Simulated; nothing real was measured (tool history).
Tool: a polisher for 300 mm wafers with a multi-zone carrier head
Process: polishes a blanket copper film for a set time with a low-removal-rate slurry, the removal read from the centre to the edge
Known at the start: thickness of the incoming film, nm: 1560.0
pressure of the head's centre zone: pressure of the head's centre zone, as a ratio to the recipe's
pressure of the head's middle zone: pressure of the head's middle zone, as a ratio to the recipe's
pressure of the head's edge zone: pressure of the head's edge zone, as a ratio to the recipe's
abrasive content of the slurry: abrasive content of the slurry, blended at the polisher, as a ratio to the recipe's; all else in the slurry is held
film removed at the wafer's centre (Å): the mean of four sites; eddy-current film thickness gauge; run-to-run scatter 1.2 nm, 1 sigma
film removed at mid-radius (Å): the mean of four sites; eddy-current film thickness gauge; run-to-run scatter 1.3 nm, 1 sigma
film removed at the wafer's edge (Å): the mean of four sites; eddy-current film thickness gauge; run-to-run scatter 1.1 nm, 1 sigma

| run | hour | flow of slurry (ml/min) | pressure of the head's centre zone | pressure of the head's middle zone | pressure of the head's edge zone | abrasive content of the slurry | polishing time (s) | film removed at the wafer's centre (Å) | film removed at mid-radius (Å) | film removed at the wafer's edge (Å) |
|---|---|---|---|---|---|---|---|---|---|---|
| 1 | 0 | 140 | 1 | 1 | 1 | 1 | 54 | 1620 | 1591.8 | 1651.3 |
| 2 | 6.5 | 140 | 1 | 1 | 0.95 | 1 | 54 | 1662.8 | 1569.2 | 1633.7 |
| 3 | 9.3 | 140 | 1 | 1 | 1 | 1 | 54 | 1598.5 | 1580.7 | 1649 |
| 4 | 10.1 | 140 | 1 | 1 | 1 | 1 | 44 | 1322.5 | 1287.4 | 1330.5 |
| 5 | 15.3 | 140 | 0.97 | 1 | 1 | 1 | 44 | 1255.3 | 1262.6 | 1342.3 |
| 6 | 23.4 | 140 | 1.01 | 1 | 1 | 1 | 44 | 1345.9 | 1276.2 | 1344 |
| 7 | 24.6 | 140 | 0.98 | 1.03 | 0.98 | 0.85 | 41 | 1157.8 | 1162.9 | 1186.5 |
|  | 26.7 | slurry nozzle cleaned |
| 8 | 26.7 | 135 | 0.95 | 1.06 | 0.96 | 0.75 | 40 | 1141.1 | 1214.3 | 1156 |
| 9 | 32.9 | 130 | 0.92 | 1.05 | 0.96 | 0.65 | 38 | 983.8 | 1100.9 | 1028.5 |
| 10 | 38.8 | 125 | 0.91 | 1.03 | 0.95 | 0.65 | 38 | 959.72 | 1076.9 | 1025.7 |

The next listed run, before its measurement:
| 11 | 46.9 | 105 | 0.88 | 1.01 | 0.89 | 0.5 | 37 | ? | ? | ? |

{"run 11": {"film removed at the wafer's centre (Å)": 795.43, "film removed at mid-radius (Å)": 893.52, "film removed at the wafer's edge (Å)": 881.63}}

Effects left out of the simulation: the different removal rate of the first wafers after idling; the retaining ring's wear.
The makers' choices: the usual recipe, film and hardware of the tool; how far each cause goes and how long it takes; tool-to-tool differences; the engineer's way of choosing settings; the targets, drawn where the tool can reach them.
